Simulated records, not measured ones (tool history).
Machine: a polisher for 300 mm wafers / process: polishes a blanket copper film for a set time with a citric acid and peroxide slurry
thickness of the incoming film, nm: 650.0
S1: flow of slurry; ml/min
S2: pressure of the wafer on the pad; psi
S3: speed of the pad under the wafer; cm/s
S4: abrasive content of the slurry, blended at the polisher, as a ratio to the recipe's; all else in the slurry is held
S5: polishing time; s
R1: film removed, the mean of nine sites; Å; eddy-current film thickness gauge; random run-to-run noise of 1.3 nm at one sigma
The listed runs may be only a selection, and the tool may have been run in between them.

Run 1, hour 0: S1 175 ml/min, S2 2.5 psi, S3 100 cm/s, S4 1, S5 95 s. Result: R1 2039.3 Å.
Run 2, hour 4.9: S1 175 ml/min, S2 2.5 psi, S3 100 cm/s, S4 1.15, S5 95 s. Result: R1 2128.6 Å.
Run 3, hour 5.4: S1 135 ml/min, S2 2.5 psi, S3 100 cm/s, S4 1.15, S5 95 s. Result: R1 1994.1 Å.
Run 4, hour 14.2: S1 130 ml/min, S2 2.2 psi, S3 100 cm/s, S4 1.15, S5 95 s. Result: R1 1752.5 Å.
Run 5, hour 22.5: S1 130 ml/min, S2 2.2 psi, S3 100 cm/s, S4 1.25, S5 95 s. Result: R1 1793.4 Å.
Run 6, hour 28.3: S1 130 ml/min, S2 2.2 psi, S3 100 cm/s, S4 1.25, S5 100 s. Result: R1 1879.2 Å.

The next listed run, before its measurement:
Run 7, hour 33.2: S1 130 ml/min, S2 2 psi, S3 100 cm/s, S4 1.25, S5 100 s. Result: R1 ?.

{"run 7": {"R1": 1707.6}}
